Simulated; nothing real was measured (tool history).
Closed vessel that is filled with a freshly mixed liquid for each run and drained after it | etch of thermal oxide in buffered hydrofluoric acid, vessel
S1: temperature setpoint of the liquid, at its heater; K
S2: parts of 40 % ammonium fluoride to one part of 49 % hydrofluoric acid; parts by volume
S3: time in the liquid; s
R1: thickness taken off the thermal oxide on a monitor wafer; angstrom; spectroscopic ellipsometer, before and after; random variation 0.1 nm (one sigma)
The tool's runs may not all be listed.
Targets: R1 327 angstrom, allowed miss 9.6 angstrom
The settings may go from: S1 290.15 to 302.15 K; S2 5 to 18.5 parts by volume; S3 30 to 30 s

Run 1, hour 0: S1 294.15 K, S2 11.5 parts by volume, S3 30 s. Result: R1 247.46 angstrom.
Run 2, hour 3.8: S1 296.65 K, S2 11.5 parts by volume, S3 30 s. Result: R1 285.08 angstrom.
Run 3, hour 6.9: S1 296.65 K, S2 11.5 parts by volume, S3 30 s. Result: R1 283.66 angstrom.
Run 4, hour 12: S1 296.65 K, S2 13 parts by volume, S3 30 s. Result: R1 253.5 angstrom.
Run 5, hour 15.5: S1 298.15 K, S2 13 parts by volume, S3 30 s. Result: R1 274.5 angstrom.
Run 6, hour 22.9: S1 299.15 K, S2 13 parts by volume, S3 30 s. Result: R1 289.59 angstrom.
Run 7, hour 24.3: S1 299.15 K, S2 13 parts by volume, S3 30 s. Result: R1 289.12 angstrom.
Run 8, hour 28.4: S1 299.65 K, S2 13 parts by volume, S3 30 s. Result: R1 298.34 angstrom.
Run 9, hour 32.9: S1 300.15 K, S2 13 parts by volume, S3 30 s. Result: R1 304.65 angstrom.

Which of these 4 next moves meets every target?
Run A, hour 37.4: S1 299.65 K, S2 13.5 parts by volume, S3 30 s. Result: R1 ?.
Run B, hour 37.4: S1 294.65 K, S2 8 parts by volume, S3 30 s. Result: R1 ?.
Run C, hour 37.4: S1 297.65 K, S2 10.5 parts by volume, S3 30 s. Result: R1 ?.
Run D, hour 37.4: S1 298.65 K, S2 12 parts by volume, S3 30 s. Result: R1 ?.

move      R1
   A  287.07
   B  355.69
   C  329.35
   D  305.23
A: further off than the last run
B: takes the result that was furthest off past its target
C: meets every target
D: as far off as the last run
Move C is the one to make.
